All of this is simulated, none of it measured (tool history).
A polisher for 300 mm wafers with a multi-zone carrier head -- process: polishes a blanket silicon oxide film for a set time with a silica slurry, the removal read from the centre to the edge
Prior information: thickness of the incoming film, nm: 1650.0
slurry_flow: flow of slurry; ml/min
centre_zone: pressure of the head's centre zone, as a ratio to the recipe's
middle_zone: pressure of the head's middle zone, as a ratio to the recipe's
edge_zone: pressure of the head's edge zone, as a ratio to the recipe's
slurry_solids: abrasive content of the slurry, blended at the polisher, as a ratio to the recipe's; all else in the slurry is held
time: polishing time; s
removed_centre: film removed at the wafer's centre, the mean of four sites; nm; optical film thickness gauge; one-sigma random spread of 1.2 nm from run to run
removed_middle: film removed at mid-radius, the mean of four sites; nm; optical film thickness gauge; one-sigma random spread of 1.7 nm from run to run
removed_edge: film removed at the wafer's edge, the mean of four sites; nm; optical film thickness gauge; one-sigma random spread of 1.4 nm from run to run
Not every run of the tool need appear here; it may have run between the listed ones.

| run | hour | slurry_flow | centre_zone | middle_zone | edge_zone | slurry_solids | time | removed_centre | removed_middle | removed_edge |
|---|---|---|---|---|---|---|---|---|---|---|
| 1 | 0 | 175 | 1 | 1 | 1 | 1 | 47 | 168.41 | 171.82 | 170.83 |
| 2 | 8.7 | 145 | 1 | 1 | 1 | 1 | 47 | 163.42 | 163.42 | 171.2 |
| 3 | 12 | 145 | 1 | 1 | 1 | 1 | 40 | 143.04 | 142.2 | 139.89 |
| 4 | 17.8 | 145 | 1 | 1 | 1.07 | 1 | 40 | 139.38 | 141.25 | 146.71 |
| 5 | 21.6 | 145 | 1.03 | 1 | 1.07 | 1 | 40 | 141.45 | 137.55 | 150.36 |
| 6 | 25.1 | 145 | 0.96 | 1 | 1.07 | 1 | 40 | 134.27 | 139.99 | 145.89 |
| 7 | 32.7 | 150 | 0.94 | 1.01 | 1.04 | 0.85 | 39 | 117.94 | 125.93 | 129.01 |
| 8 | 38.9 | 155 | 0.92 | 1.02 | 1 | 0.8 | 39 | 110.64 | 123.46 | 122.75 |
| 9 | 45.6 | 160 | 0.92 | 1.03 | 0.96 | 0.75 | 39 | 104.64 | 119.35 | 116.33 |

The next listed run, before its measurement:
| 10 | 52.8 | 165 | 0.93 | 1.04 | 0.93 | 0.75 | 39 | ? | ? | ? |

removed_centre: 108.59 nm
removed_middle: 116.87 nm
removed_edge: 114.76 nm
